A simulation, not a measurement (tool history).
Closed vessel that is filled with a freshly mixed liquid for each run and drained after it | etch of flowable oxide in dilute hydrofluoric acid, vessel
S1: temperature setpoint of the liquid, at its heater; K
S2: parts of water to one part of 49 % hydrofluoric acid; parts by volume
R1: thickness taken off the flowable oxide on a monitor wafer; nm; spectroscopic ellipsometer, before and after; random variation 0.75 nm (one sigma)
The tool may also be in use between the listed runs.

Run 1, hour 0.0: S1 296.15 K, S2 170 parts by volume, time in the liquid (s) 385. Result: R1 73.838 nm.
Run 2, hour 8.1: S1 298.65 K, S2 170 parts by volume, time in the liquid (s) 385. Result: R1 83.211 nm.
Run 3, hour 16.7: S1 298.65 K, S2 125 parts by volume, time in the liquid (s) 385. Result: R1 116.890 nm.
Run 4, hour 25.4: S1 298.65 K, S2 125 parts by volume, time in the liquid (s) 385. Result: R1 118.850 nm.
Run 5, hour 27.0: S1 297.15 K, S2 125 parts by volume, time in the liquid (s) 385. Result: R1 111.830 nm.
Run 6, hour 29.8: S1 297.15 K, S2 85 parts by volume, time in the liquid (s) 385. Result: R1 171.470 nm.

The next listed run, before its measurement:
Run 7, hour 36.0: S1 297.15 K, S2 85 parts by volume, time in the liquid (s) 385. Result: R1 ?.

Run 7 gave R1 172.970 nm.

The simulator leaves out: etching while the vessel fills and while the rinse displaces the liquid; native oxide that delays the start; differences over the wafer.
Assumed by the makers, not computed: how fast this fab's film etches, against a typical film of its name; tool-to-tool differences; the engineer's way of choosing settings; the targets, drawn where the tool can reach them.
